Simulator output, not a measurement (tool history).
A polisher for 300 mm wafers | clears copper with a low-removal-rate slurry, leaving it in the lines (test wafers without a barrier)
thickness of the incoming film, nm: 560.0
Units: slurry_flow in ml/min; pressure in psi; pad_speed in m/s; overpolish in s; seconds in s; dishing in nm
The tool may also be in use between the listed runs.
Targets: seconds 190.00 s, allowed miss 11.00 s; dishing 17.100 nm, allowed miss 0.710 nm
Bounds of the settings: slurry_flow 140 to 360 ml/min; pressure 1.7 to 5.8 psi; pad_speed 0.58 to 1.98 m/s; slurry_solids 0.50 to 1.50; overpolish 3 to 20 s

| run | hour | slurry_flow | pressure | pad_speed | slurry_solids | overpolish | seconds | dishing |
|---|---|---|---|---|---|---|---|---|
| 1 | 0.0 | 230 | 3.7 | 1.28 | 1.00 | 10 | 159.78 | 24.578 |
| 2 | 5.8 | 230 | 3.6 | 1.28 | 1.00 | 10 | 165.41 | 23.824 |
| 3 | 13.8 | 230 | 3.6 | 1.08 | 1.00 | 10 | 195.98 | 20.571 |
| 4 | 17.2 | 230 | 3.6 | 1.08 | 1.20 | 10 | 185.34 | 21.362 |
| 5 | 20.6 | 240 | 3.5 | 1.08 | 1.25 | 9 | 177.75 | 19.517 |
| 6 | 23.8 | 240 | 3.5 | 1.08 | 1.25 | 6 | 187.20 | 13.773 |
| 7 | 24.5 | 235 | 3.5 | 1.08 | 1.25 | 6 | 183.48 | 13.642 |
| 8 | 31.9 | 235 | 3.4 | 1.06 | 1.25 | 10 | 193.77 | 20.450 |
| 9 | 40.5 | 240 | 3.4 | 1.06 | 1.25 | 10 | 192.95 | 20.702 |
| 10 | 44.3 | 245 | 3.4 | 1.06 | 1.30 | 9 | 193.26 | 19.212 |
| 11 | 48.8 | 240 | 3.4 | 1.06 | 1.30 | 9 | 189.27 | 18.484 |
| 12 | 57.1 | 230 | 3.4 | 1.06 | 1.35 | 9 | 188.54 | 19.089 |

Which of these 4 next moves meets every target?
| A | 65.4 | 225 | 3.5 | 1.14 | 1.35 | 9 | ? | ? |
| B | 65.4 | 220 | 3.4 | 1.04 | 1.50 | 8 | ? | ? |
| C | 65.4 | 210 | 3.8 | 1.02 | 1.40 | 8 | ? | ? |
| D | 65.4 | 200 | 3.4 | 1.06 | 1.40 | 11 | ? | ? |

| move | seconds | dishing |
|---|---|---|
| A | 170.00 | 20.299 |
| B | 185.10 | 17.024 |
| C | 176.11 | 17.826 |
| D | 187.70 | 22.096 |
A: further off than the last run
B: meets every target
C: nearer than the last run, and not there yet
D: further off than the last run
Move B is the one to make.
